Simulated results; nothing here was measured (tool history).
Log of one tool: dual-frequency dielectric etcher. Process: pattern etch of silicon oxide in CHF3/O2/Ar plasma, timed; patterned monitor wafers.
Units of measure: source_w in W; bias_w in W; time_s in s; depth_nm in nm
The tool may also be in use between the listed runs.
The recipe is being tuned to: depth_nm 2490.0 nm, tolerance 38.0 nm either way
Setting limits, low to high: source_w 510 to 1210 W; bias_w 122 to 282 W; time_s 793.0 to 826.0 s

{"run": 1, "hour": 0.0, "source_w": 860, "bias_w": 202, "time_s": 793.0, "depth_nm": 2101.0}
{"run": 2, "hour": 8.0, "source_w": 750, "bias_w": 202, "time_s": 793.0, "depth_nm": 1940.7}
{"run": 3, "hour": 9.0, "source_w": 800, "bias_w": 203, "time_s": 793.0, "depth_nm": 2007.2}
{"run": 4, "hour": 17.1, "source_w": 850, "bias_w": 204, "time_s": 793.0, "depth_nm": 2086.0}
{"run": 5, "hour": 22.9, "source_w": 890, "bias_w": 205, "time_s": 793.0, "depth_nm": 2136.1}
{"run": 6, "hour": 24.3, "source_w": 890, "bias_w": 224, "time_s": 793.0, "depth_nm": 2202.6}
{"hour": 32.3, "done": "wet clean of the chamber"}
{"run": 7, "hour": 32.3, "source_w": 920, "bias_w": 225, "time_s": 793.0, "depth_nm": 2193.5}
{"run": 8, "hour": 41.0, "source_w": 950, "bias_w": 226, "time_s": 793.0, "depth_nm": 2248.1}
{"run": 9, "hour": 43.4, "source_w": 950, "bias_w": 226, "time_s": 793.0, "depth_nm": 2232.9}

Exactly one of the 4 candidate moves below puts every result within its allowed miss. Which one?
{"run": "A", "hour": 45.8, "source_w": 1030, "bias_w": 267, "time_s": 798.0, "depth_nm": "?"}
{"run": "B", "hour": 45.8, "source_w": 1000, "bias_w": 228, "time_s": 825.0, "depth_nm": "?"}
{"run": "C", "hour": 45.8, "source_w": 890, "bias_w": 282, "time_s": 806.0, "depth_nm": "?"}
{"run": "D", "hour": 45.8, "source_w": 630, "bias_w": 227, "time_s": 811.5, "depth_nm": "?"}

move=A depth_nm=2490.1
move=B depth_nm=2386.7
move=C depth_nm=2389.6
move=D depth_nm=1826.6
A: every result within its allowed miss
B: nearer than the last run, and not there yet
C: nearer than the last run, and not there yet
D: the biggest miss grows against the last run
A is the move that brings every result within its allowed miss.
